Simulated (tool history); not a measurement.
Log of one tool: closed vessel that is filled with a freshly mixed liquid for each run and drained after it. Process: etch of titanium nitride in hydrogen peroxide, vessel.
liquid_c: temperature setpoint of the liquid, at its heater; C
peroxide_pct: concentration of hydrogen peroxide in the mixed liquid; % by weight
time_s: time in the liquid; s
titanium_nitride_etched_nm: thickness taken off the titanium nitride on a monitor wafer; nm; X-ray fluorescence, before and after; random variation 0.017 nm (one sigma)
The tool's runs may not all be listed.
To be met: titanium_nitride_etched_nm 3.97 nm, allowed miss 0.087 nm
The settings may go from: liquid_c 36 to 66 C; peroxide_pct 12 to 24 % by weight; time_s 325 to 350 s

Run 1, hour 0: liquid_c 52 C, peroxide_pct 16 % by weight, time_s 325 s. Result: titanium_nitride_etched_nm 9.2116 nm.
Run 2, hour 5.4: liquid_c 48.5 C, peroxide_pct 16 % by weight, time_s 325 s. Result: titanium_nitride_etched_nm 7.1934 nm.
Run 3, hour 7: liquid_c 46 C, peroxide_pct 16 % by weight, time_s 325 s. Result: titanium_nitride_etched_nm 5.9517 nm.
Run 4, hour 8.7: liquid_c 44.5 C, peroxide_pct 16 % by weight, time_s 325 s. Result: titanium_nitride_etched_nm 5.318 nm.
Run 5, hour 17.3: liquid_c 43.5 C, peroxide_pct 16 % by weight, time_s 325 s. Result: titanium_nitride_etched_nm 4.9632 nm.
Run 6, hour 23.7: liquid_c 42.5 C, peroxide_pct 16 % by weight, time_s 325 s. Result: titanium_nitride_etched_nm 4.5964 nm.
Run 7, hour 26.2: liquid_c 42 C, peroxide_pct 16 % by weight, time_s 325 s. Result: titanium_nitride_etched_nm 4.3954 nm.
Run 8, hour 29: liquid_c 41.5 C, peroxide_pct 16 % by weight, time_s 325 s. Result: titanium_nitride_etched_nm 4.281 nm.
Run 9, hour 34.7: liquid_c 41 C, peroxide_pct 16 % by weight, time_s 325 s. Result: titanium_nitride_etched_nm 4.0948 nm.

Which of these 4 next moves meets every target?
Run A, hour 40.4: liquid_c 42 C, peroxide_pct 12 % by weight, time_s 325 s. Result: titanium_nitride_etched_nm ?.
Run B, hour 40.4: liquid_c 41.5 C, peroxide_pct 15.5 % by weight, time_s 325 s. Result: titanium_nitride_etched_nm ?.
Run C, hour 40.4: liquid_c 40.5 C, peroxide_pct 16.5 % by weight, time_s 345 s. Result: titanium_nitride_etched_nm ?.
Run D, hour 40.4: liquid_c 40.5 C, peroxide_pct 16.5 % by weight, time_s 325 s. Result: titanium_nitride_etched_nm ?.

move  titanium_nitride_etched_nm
   A                      4.1719
   B                      4.2374
   C                      4.2226
   D                      3.9778
A: further off than the last run
B: further off than the last run
C: further off than the last run
D: meets every target
Move D is the one to make.
